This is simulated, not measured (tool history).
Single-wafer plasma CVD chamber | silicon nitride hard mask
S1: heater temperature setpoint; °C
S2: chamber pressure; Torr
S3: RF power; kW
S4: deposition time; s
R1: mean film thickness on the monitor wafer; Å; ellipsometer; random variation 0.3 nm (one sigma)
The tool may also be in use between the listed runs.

Run 1, hour 0: S1 405 °C, S2 1.91 Torr, S3 0.355 kW, S4 51.1 s. Result: R1 720.58 Å.
Run 2, hour 0.7: S1 405 °C, S2 1.91 Torr, S3 0.355 kW, S4 48.8 s. Result: R1 691.98 Å.
Run 3, hour 8.3: S1 405 °C, S2 1.82 Torr, S3 0.34 kW, S4 48.8 s. Result: R1 655.05 Å.
Run 4, hour 12.9: S1 405 °C, S2 1.73 Torr, S3 0.335 kW, S4 48.8 s. Result: R1 633.25 Å.
Run 5, hour 20.8: S1 405 °C, S2 1.66 Torr, S3 0.335 kW, S4 48.8 s. Result: R1 631.52 Å.
Run 6, hour 28.1: S1 405 °C, S2 1.6 Torr, S3 0.33 kW, S4 48.8 s. Result: R1 622.6 Å.
Run 7, hour 34.1: S1 405 °C, S2 1.55 Torr, S3 0.325 kW, S4 48.8 s. Result: R1 604.16 Å.

Forecast run 8:
Run 8, hour 43: S1 405 °C, S2 1.5 Torr, S3 0.325 kW, S4 48.8 s. Result: R1 ?.

R1: 594.92 Å
